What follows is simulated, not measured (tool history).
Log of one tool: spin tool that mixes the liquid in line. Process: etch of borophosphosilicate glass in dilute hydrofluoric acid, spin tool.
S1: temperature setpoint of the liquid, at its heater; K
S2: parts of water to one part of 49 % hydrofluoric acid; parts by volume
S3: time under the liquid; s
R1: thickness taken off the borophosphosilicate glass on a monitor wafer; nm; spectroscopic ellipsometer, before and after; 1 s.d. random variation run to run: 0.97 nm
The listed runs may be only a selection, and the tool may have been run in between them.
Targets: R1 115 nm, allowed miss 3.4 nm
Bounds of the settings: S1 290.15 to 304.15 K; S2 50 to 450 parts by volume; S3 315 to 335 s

Run 1, hour 0: S1 296.15 K, S2 250 parts by volume, S3 315 s. Result: R1 44.338 nm.
Run 2, hour 3.6: S1 298.15 K, S2 215 parts by volume, S3 315 s. Result: R1 56.997 nm.
Run 3, hour 10.3: S1 298.15 K, S2 215 parts by volume, S3 335 s. Result: R1 59.83 nm.
Run 4, hour 15.3: S1 299.65 K, S2 185 parts by volume, S3 335 s. Result: R1 77.128 nm.
Run 5, hour 23: S1 300.65 K, S2 175 parts by volume, S3 335 s. Result: R1 85.629 nm.
Run 6, hour 26.3: S1 300.65 K, S2 175 parts by volume, S3 335 s. Result: R1 85.108 nm.
Run 7, hour 35.3: S1 301.65 K, S2 165 parts by volume, S3 335 s. Result: R1 94.964 nm.
Run 8, hour 36.8: S1 302.15 K, S2 160 parts by volume, S3 335 s. Result: R1 100.32 nm.
Run 9, hour 39.7: S1 304.15 K, S2 145 parts by volume, S3 335 s. Result: R1 120.09 nm.
Run 10, hour 47.9: S1 303.65 K, S2 145 parts by volume, S3 335 s. Result: R1 119.08 nm.
Run 11, hour 52.9: S1 303.65 K, S2 145 parts by volume, S3 335 s. Result: R1 118.68 nm.

5 next moves are on the table. One of them brings every result within its allowed miss. Which?
Run A, hour 57.9: S1 303.15 K, S2 135 parts by volume, S3 335 s. Result: R1 ?.
Run B, hour 57.9: S1 303.15 K, S2 135 parts by volume, S3 325 s. Result: R1 ?.
Run C, hour 57.9: S1 303.15 K, S2 135 parts by volume, S3 330 s. Result: R1 ?.
Run D, hour 57.9: S1 303.65 K, S2 130 parts by volume, S3 325 s. Result: R1 ?.
Run E, hour 57.9: S1 303.15 K, S2 140 parts by volume, S3 320 s. Result: R1 ?.

move      R1
   A  125.99
   B  122.23
   C  124.11
   D  130.09
   E  115.34
A: misses by more than the last run did
B: misses by more than the last run did
C: misses by more than the last run did
D: misses by more than the last run did
E: meets every target
Move E is the one to make.

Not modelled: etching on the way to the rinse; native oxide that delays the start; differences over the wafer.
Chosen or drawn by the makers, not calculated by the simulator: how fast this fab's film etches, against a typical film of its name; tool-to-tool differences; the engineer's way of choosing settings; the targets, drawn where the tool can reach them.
